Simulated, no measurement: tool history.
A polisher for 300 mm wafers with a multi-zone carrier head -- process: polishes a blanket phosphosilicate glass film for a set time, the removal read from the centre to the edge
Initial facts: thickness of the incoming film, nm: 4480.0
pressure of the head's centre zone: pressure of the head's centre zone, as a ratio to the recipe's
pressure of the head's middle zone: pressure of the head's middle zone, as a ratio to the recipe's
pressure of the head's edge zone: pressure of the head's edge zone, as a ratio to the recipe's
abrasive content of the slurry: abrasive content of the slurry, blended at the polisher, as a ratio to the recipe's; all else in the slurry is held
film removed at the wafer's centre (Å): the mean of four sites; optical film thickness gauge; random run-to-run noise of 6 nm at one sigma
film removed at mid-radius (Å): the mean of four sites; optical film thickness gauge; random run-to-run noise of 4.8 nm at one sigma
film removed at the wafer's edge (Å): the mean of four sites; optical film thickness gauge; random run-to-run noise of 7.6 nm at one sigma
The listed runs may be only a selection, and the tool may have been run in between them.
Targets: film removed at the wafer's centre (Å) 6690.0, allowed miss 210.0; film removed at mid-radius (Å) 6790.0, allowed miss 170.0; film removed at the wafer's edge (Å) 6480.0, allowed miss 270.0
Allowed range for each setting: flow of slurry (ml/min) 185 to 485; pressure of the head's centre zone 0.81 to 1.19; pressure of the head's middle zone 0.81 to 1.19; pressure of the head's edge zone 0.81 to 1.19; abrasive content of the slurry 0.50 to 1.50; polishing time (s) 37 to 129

run	hour	flow of slurry (ml/min)	pressure of the head's centre zone	pressure of the head's middle zone	pressure of the head's edge zone	abrasive content of the slurry	polishing time (s)	film removed at the wafer's centre (Å)	film removed at mid-radius (Å)	film removed at the wafer's edge (Å)
1	0.0	310	1.00	1.00	1.00	1.00	83	8227.1	8064.9	8422.4
2	7.1	310	1.00	1.00	1.00	1.15	83	8785.7	8532.8	8833.8
3	14.7	310	1.05	1.00	1.00	1.15	83	9177.5	8518.7	8879.8
4	16.4	390	1.05	1.00	1.00	1.15	83	9418.5	8565.7	9075.1
5	22.2	390	1.05	1.00	1.00	1.15	100	11144.0	10389.0	10726.0
6	26.4	390	1.05	0.92	1.00	1.15	100	11138.0	9915.1	10468.0
7	31.2	390	1.05	0.92	1.00	1.15	100	11146.0	9875.1	10834.0
8	37.3	380	1.03	0.94	0.96	1.00	97	9940.5	9213.4	9588.7

4 candidate next runs follow, results not yet known. Just one meets every target within its allowed miss. Identify it.
A	43.4	395	0.96	1.00	0.86	0.85	74	?	?	?
B	43.4	375	1.06	0.92	0.96	1.00	82	?	?	?
C	43.4	345	1.19	1.05	0.84	0.60	82	?	?	?
D	43.4	445	1.07	0.96	1.13	1.00	114	?	?	?

move	film removed at the wafer's centre (Å)	film removed at mid-radius (Å)	film removed at the wafer's edge (Å)
A	6707.5	6770.4	6524.7
B	8778.5	7594.7	8149.1
C	7742.3	6499.7	6015.6
D	12467.0	10966.0	12373.0
A: hits every target within its allowed miss
B: gains on the last run, yet a result remains outside its allowed miss
C: gains on the last run, yet a result remains outside its allowed miss
D: the biggest miss grows against the last run
Answer: A

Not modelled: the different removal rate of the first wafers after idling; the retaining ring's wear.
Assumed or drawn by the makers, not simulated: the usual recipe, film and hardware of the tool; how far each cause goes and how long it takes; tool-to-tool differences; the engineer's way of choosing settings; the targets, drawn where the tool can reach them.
